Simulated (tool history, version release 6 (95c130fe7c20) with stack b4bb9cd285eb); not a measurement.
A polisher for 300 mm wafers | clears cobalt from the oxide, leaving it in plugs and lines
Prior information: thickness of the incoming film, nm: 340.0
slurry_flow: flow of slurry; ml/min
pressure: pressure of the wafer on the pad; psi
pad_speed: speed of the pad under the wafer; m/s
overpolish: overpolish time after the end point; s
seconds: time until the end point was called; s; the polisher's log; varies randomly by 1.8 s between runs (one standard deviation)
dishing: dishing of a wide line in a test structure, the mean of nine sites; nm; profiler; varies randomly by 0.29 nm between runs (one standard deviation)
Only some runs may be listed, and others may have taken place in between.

Run 1, hour 0.0: slurry_flow 120 ml/min, pressure 1.7 psi, pad_speed 1.10 m/s, overpolish 18 s. Result: seconds 82.803 s, dishing 41.583 nm.
Run 2, hour 3.2: slurry_flow 120 ml/min, pressure 1.7 psi, pad_speed 1.10 m/s, overpolish 11 s. Result: seconds 85.101 s, dishing 30.105 nm.
Run 3, hour 4.6: slurry_flow 120 ml/min, pressure 1.7 psi, pad_speed 0.86 m/s, overpolish 11 s. Result: seconds 106.920 s, dishing 25.403 nm.
Run 4, hour 12.2: slurry_flow 120 ml/min, pressure 2.0 psi, pad_speed 0.86 m/s, overpolish 11 s. Result: seconds 90.260 s, dishing 28.298 nm.
Run 5, hour 19.2: slurry_flow 120 ml/min, pressure 1.8 psi, pad_speed 0.86 m/s, overpolish 11 s. Result: seconds 101.300 s, dishing 26.844 nm.
Run 6, hour 25.0: slurry_flow 120 ml/min, pressure 1.8 psi, pad_speed 0.86 m/s, overpolish 10 s. Result: seconds 101.660 s, dishing 24.577 nm.

Run 7 comes next. What will it give?
Run 7, hour 31.2: slurry_flow 115 ml/min, pressure 1.7 psi, pad_speed 0.86 m/s, overpolish 10 s. Result: seconds ?, dishing ?.

Run 7 yielded seconds 105.850 s, dishing 23.508 nm.
